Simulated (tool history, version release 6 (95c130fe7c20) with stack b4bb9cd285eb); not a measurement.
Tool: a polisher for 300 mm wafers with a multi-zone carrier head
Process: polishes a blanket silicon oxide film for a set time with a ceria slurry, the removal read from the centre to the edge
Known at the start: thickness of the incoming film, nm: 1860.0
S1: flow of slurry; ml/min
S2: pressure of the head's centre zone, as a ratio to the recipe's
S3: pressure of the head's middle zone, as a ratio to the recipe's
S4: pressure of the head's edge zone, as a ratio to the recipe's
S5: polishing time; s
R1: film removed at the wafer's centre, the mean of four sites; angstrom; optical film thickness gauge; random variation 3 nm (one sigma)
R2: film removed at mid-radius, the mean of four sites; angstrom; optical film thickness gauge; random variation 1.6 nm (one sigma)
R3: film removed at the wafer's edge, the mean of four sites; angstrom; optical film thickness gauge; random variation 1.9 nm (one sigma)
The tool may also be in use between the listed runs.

{"run": 1, "hour": 0.0, "S1": 135, "S2": 1.0, "S3": 1.0, "S4": 1.0, "S5": 55, "R1": 2423.0, "R2": 2328.9, "R3": 2290.8}
{"run": 2, "hour": 1.1, "S1": 135, "S2": 1.0, "S3": 0.93, "S4": 1.0, "S5": 55, "R1": 2392.9, "R2": 2215.8, "R3": 2294.8}
{"run": 3, "hour": 7.6, "S1": 135, "S2": 0.94, "S3": 0.93, "S4": 1.0, "S5": 55, "R1": 2216.3, "R2": 2200.0, "R3": 2286.4}
{"run": 4, "hour": 15.7, "S1": 125, "S2": 0.97, "S3": 0.92, "S4": 0.96, "S5": 55, "R1": 2293.6, "R2": 2142.3, "R3": 2191.0}
{"run": 5, "hour": 24.1, "S1": 125, "S2": 0.97, "S3": 0.92, "S4": 0.99, "S5": 55, "R1": 2237.7, "R2": 2141.2, "R3": 2205.6}
{"run": 6, "hour": 30.6, "S1": 125, "S2": 0.97, "S3": 0.85, "S4": 0.99, "S5": 55, "R1": 2277.3, "R2": 1994.0, "R3": 2286.7}
{"hour": 35.0, "done": "edge zone pressure recalibrated"}
{"run": 7, "hour": 35.0, "S1": 120, "S2": 0.98, "S3": 0.86, "S4": 0.96, "S5": 55, "R1": 2256.8, "R2": 1995.5, "R3": 2313.1}
{"run": 8, "hour": 36.3, "S1": 125, "S2": 1.01, "S3": 0.89, "S4": 0.95, "S5": 53, "R1": 2287.3, "R2": 1985.1, "R3": 2173.2}
{"run": 9, "hour": 45.2, "S1": 125, "S2": 1.02, "S3": 0.9, "S4": 0.92, "S5": 53, "R1": 2301.6, "R2": 2006.2, "R3": 2220.7}

Run 10 comes next. What will it give?
{"run": 10, "hour": 51.0, "S1": 160, "S2": 1.12, "S3": 1.0, "S4": 1.02, "S5": 41, "R1": "?", "R2": "?", "R3": "?"}

R1: 2015.5 angstrom
R2: 1815.9 angstrom
R3: 1817.6 angstrom
